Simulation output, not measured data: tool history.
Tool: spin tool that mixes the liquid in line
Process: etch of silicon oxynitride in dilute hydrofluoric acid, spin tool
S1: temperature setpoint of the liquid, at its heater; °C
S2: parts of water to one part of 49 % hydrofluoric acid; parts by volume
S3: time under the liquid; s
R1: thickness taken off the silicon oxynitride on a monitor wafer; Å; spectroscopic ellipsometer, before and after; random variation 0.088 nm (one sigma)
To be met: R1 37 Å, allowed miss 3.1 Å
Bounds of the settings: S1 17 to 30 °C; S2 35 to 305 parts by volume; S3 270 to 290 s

run 1 day=0 | S1=22 S2=170 S3=270 | R1=25.638
run 2 day=0.112 | S1=22.5 S2=170 S3=270 | R1=26.881
run 3 day=0.258 | S1=23 S2=170 S3=270 | R1=26.564
run 4 day=0.421 | S1=23 S2=170 S3=290 | R1=28.954
run 5 day=0.679 | S1=23 S2=170 S3=290 | R1=28.503
run 6 day=0.867 | S1=23 S2=165 S3=290 | R1=29.648
run 7 day=1.225 | S1=23 S2=160 S3=290 | R1=30.338
-- day=1.296 thermometer replaced
run 8 day=1.296 | S1=23 S2=155 S3=290 | R1=29.302
run 9 day=1.642 | S1=23.5 S2=150 S3=290 | R1=32.652

Which of these 5 next moves meets every target?
run A day=1.988 | S1=22 S2=140 S3=270 | R1=?
run B day=1.988 | S1=23 S2=160 S3=290 | R1=?
run C day=1.988 | S1=26.5 S2=180 S3=270 | R1=?
run D day=1.988 | S1=24 S2=130 S3=285 | R1=?
run E day=1.988 | S1=26 S2=165 S3=290 | R1=?

move=A R1=29.253
move=B R1=28.372
move=C R1=27.054
move=D R1=36.793
move=E R1=31.394
A: further off than the last run
B: further off than the last run
C: further off than the last run
D: meets every target
E: further off than the last run
Answer: D
